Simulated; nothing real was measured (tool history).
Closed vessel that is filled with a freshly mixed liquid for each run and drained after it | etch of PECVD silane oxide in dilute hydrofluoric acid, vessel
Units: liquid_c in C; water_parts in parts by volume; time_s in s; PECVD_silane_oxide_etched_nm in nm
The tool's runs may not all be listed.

run	hour	liquid_c	water_parts	time_s	PECVD_silane_oxide_etched_nm
1	0	25	165	205	44.836
2	0.9	24	165	205	43.158
3	7.2	21	165	205	37.921
4	9.1	21	205	205	29.159
5	13.3	21	230	205	25.628
6	19.1	18.5	230	205	23.717
7	28.1	22.5	225	205	27.573

Forecast run 8:
8	30.1	23	225	205	?

Run 8 gave PECVD_silane_oxide_etched_nm 28.657 nm.
